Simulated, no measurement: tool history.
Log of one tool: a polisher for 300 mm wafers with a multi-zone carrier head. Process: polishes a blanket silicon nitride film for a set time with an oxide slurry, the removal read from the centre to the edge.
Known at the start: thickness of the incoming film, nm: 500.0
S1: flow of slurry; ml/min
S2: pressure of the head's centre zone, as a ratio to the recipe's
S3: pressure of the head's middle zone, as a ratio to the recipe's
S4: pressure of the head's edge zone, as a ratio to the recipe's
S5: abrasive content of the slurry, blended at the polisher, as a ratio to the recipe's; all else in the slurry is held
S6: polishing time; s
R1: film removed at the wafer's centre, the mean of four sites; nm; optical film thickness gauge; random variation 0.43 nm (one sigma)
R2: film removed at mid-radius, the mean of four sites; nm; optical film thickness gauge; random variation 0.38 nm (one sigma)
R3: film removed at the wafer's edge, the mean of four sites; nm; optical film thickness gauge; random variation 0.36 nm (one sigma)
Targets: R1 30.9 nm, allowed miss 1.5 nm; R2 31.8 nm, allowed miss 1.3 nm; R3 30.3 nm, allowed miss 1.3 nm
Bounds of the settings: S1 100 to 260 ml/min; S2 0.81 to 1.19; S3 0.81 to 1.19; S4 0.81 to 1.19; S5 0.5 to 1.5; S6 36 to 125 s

Run 1, hour 0: S1 165 ml/min, S2 1, S3 1, S4 1, S5 1, S6 80 s. Result: R1 41.008 nm, R2 42.658 nm, R3 42.432 nm.
Run 2, hour 5.1: S1 165 ml/min, S2 0.95, S3 1, S4 1, S5 1, S6 80 s. Result: R1 39.767 nm, R2 42.819 nm, R3 40.989 nm.
Run 3, hour 7: S1 165 ml/min, S2 0.95, S3 0.96, S4 1, S5 1, S6 80 s. Result: R1 38.44 nm, R2 41.888 nm, R3 42.02 nm.
Run 4, hour 15.3: S1 205 ml/min, S2 0.95, S3 0.96, S4 1, S5 1, S6 80 s. Result: R1 40.66 nm, R2 43.489 nm, R3 42.2 nm.
Run 5, hour 17.3: S1 205 ml/min, S2 0.95, S3 0.93, S4 1, S5 1, S6 80 s. Result: R1 40.921 nm, R2 42.176 nm, R3 42.86 nm.
Run 6, hour 20.5: S1 205 ml/min, S2 0.98, S3 0.93, S4 1, S5 1, S6 80 s. Result: R1 42.095 nm, R2 41.745 nm, R3 42.584 nm.
Run 7, hour 27.5: S1 205 ml/min, S2 0.98, S3 0.93, S4 1, S5 1, S6 80 s. Result: R1 42.658 nm, R2 41.642 nm, R3 42.483 nm.
Run 8, hour 29.1: S1 175 ml/min, S2 0.93, S3 0.93, S4 0.9, S5 0.75, S6 77 s. Result: R1 34.472 nm, R2 36.647 nm, R3 35.944 nm.
Run 9, hour 33.8: S1 180 ml/min, S2 0.94, S3 0.93, S4 0.88, S5 0.65, S6 75 s. Result: R1 33.714 nm, R2 34.141 nm, R3 33.365 nm.
Run 10, hour 35.4: S1 175 ml/min, S2 0.94, S3 0.94, S4 0.87, S5 0.6, S6 75 s. Result: R1 32.967 nm, R2 33.547 nm, R3 33.614 nm.

4 next moves are on the table. One of them brings every result within its allowed miss. Which?
Run A, hour 37: S1 155 ml/min, S2 0.81, S3 0.98, S4 0.92, S5 0.55, S6 76 s. Result: R1 ?, R2 ?, R3 ?.
Run B, hour 37: S1 185 ml/min, S2 0.93, S3 0.91, S4 0.82, S5 0.8, S6 66 s. Result: R1 ?, R2 ?, R3 ?.
Run C, hour 37: S1 240 ml/min, S2 1.02, S3 1.04, S4 0.81, S5 1, S6 55 s. Result: R1 ?, R2 ?, R3 ?.
Run D, hour 37: S1 260 ml/min, S2 1.14, S3 0.89, S4 0.86, S5 0.6, S6 64 s. Result: R1 ?, R2 ?, R3 ?.

move      R1      R2      R3
   A  27.306  34.125  32.695
   B  30.587  32.085  30.695
   C  30.695  32.005  27.754
   D  34.947  29.805  29.076
A: nearer than the last run, and not there yet
B: meets every target
C: takes the result that was furthest off past its target
D: brings the result that was furthest off to its target, and leaves another outside
Answer: B
